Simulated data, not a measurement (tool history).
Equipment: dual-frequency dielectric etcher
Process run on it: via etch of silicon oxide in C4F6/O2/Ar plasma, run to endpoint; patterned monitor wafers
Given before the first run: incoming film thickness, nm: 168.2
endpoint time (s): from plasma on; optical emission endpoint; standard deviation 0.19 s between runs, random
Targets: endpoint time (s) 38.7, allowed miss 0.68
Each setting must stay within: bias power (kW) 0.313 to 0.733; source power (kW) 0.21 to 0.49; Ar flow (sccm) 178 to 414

run,day,bias power (kW),source power (kW),Ar flow (sccm),endpoint time (s)
1,0,0.523,0.35,296,33.86
2,0.133,0.523,0.35,269,33.555
3,0.192,0.46,0.35,269,34.431
4,0.504,0.443,0.34,271,35.286
5,0.696,0.428,0.33,272,36.026
6,0.838,0.414,0.33,272,36.518
7,0.896,0.402,0.33,272,36.487
8,1.158,0.391,0.33,273,36.488

5 next moves are on the table. One of them brings every result within its allowed miss. Which?
A,1.421,0.462,0.33,313,?
B,1.421,0.313,0.32,243,?
C,1.421,0.417,0.24,292,?
D,1.421,0.404,0.35,269,?
E,1.421,0.376,0.34,268,?

move,endpoint time (s)
A,35.586
B,38.404
C,40.232
D,35.565
E,36.486
A: its largest miss is bigger than the last run's
B: in spec on every target
C: takes the result that was furthest off past its target
D: its largest miss is bigger than the last run's
E: about as far from the targets as the last run
Correct choice: B, which meets every target
